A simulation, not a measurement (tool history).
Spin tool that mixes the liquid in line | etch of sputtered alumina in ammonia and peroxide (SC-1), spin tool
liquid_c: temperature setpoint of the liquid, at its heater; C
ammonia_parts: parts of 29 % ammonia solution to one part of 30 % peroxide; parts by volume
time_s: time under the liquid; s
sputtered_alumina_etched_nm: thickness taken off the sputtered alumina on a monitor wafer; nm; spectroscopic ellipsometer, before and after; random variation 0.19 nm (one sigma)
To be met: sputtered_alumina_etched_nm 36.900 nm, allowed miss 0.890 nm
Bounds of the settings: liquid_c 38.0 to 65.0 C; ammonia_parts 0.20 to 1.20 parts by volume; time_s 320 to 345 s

run,day,liquid_c,ammonia_parts,time_s,sputtered_alumina_etched_nm
1,0.000,49.0,0.70,320,21.022
2,0.292,49.0,0.60,320,20.695
3,0.600,49.0,0.60,320,20.602
4,0.938,49.0,0.60,345,22.273
5,1.042,51.5,0.60,345,25.651
6,1.296,51.5,0.60,320,23.726
7,1.504,53.5,0.60,320,26.428
8,1.833,55.0,0.60,320,28.573
9,2.142,60.5,0.60,320,38.099

5 next moves are on the table. One of them brings every result within its allowed miss. Which?
A,2.450,61.0,0.35,320,?
B,2.450,60.5,0.50,340,?
C,2.450,58.5,0.75,320,?
D,2.450,61.0,0.60,320,?
E,2.450,60.0,0.20,335,?

move,sputtered_alumina_etched_nm
A,36.952
B,39.584
C,34.922
D,38.883
E,34.855
A: meets every target
B: further off than the last run
C: takes the result that was furthest off past its target
D: further off than the last run
E: takes the result that was furthest off past its target
Answer: A

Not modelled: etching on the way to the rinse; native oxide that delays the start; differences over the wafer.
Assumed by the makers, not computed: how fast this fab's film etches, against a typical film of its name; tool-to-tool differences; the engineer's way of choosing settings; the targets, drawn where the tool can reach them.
